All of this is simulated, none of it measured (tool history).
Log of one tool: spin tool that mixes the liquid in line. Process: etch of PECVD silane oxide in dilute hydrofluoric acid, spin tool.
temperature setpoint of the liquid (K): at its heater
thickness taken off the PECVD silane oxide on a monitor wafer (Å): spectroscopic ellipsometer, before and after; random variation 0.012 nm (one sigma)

run,hour,temperature setpoint of the liquid (K),parts of water to one part of 49 % hydrofluoric acid (parts by volume),time under the liquid (s),thickness taken off the PECVD silane oxide on a monitor wafer (Å)
1,0,295.15,280,60,30.368
2,8.7,293.65,320,60,24.132
3,14.2,293.65,245,60,33.592
4,17,296.65,245,60,37.578
5,23.1,295.15,300,60,27.08
6,30.7,293.65,335,60,22.836

The next listed run, before its measurement:
7,37.6,292.65,365,60,?

thickness taken off the PECVD silane oxide on a monitor wafer (Å): 19.936
